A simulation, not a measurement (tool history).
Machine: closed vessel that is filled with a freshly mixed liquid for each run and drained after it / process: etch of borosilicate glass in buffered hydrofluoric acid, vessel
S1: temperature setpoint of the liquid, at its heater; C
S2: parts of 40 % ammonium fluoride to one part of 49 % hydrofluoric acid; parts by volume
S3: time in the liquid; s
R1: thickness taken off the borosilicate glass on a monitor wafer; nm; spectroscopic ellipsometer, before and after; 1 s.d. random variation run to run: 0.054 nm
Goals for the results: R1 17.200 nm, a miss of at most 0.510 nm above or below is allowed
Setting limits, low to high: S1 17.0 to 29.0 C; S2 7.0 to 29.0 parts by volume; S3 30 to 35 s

Run 1, day 0.000: S1 21.0 C, S2 18.0 parts by volume, S3 35 s. Result: R1 19.130 nm.
Run 2, day 0.042: S1 23.5 C, S2 18.0 parts by volume, S3 35 s. Result: R1 21.877 nm.
Run 3, day 0.342: S1 25.5 C, S2 18.0 parts by volume, S3 35 s. Result: R1 24.330 nm.
Run 4, day 0.488: S1 25.5 C, S2 18.0 parts by volume, S3 35 s. Result: R1 24.270 nm.
Run 5, day 0.833: S1 22.0 C, S2 18.0 parts by volume, S3 35 s. Result: R1 20.233 nm.
Run 6, day 0.883: S1 22.0 C, S2 14.5 parts by volume, S3 35 s. Result: R1 25.066 nm.
At day 1.204: thermometer replaced.
Run 7, day 1.204: S1 21.5 C, S2 15.0 parts by volume, S3 35 s. Result: R1 25.594 nm.
Run 8, day 1.288: S1 21.0 C, S2 15.5 parts by volume, S3 35 s. Result: R1 24.027 nm.
Run 9, day 1.388: S1 17.0 C, S2 18.0 parts by volume, S3 35 s. Result: R1 16.661 nm.

Exactly one of the 4 candidate moves below puts every result within its allowed miss. Which one?
Run A, day 1.488: S1 19.0 C, S2 19.5 parts by volume, S3 35 s. Result: R1 ?.
Run B, day 1.488: S1 17.0 C, S2 19.0 parts by volume, S3 35 s. Result: R1 ?.
Run C, day 1.488: S1 17.0 C, S2 16.5 parts by volume, S3 30 s. Result: R1 ?.
Run D, day 1.488: S1 17.0 C, S2 16.0 parts by volume, S3 30 s. Result: R1 ?.

move      R1
   A  17.237
   B  15.822
   C  15.606
   D  16.091
A: meets every target
B: its largest miss is bigger than the last run's
C: its largest miss is bigger than the last run's
D: its largest miss is bigger than the last run's
So the answer is move A, the one that meets all the targets.
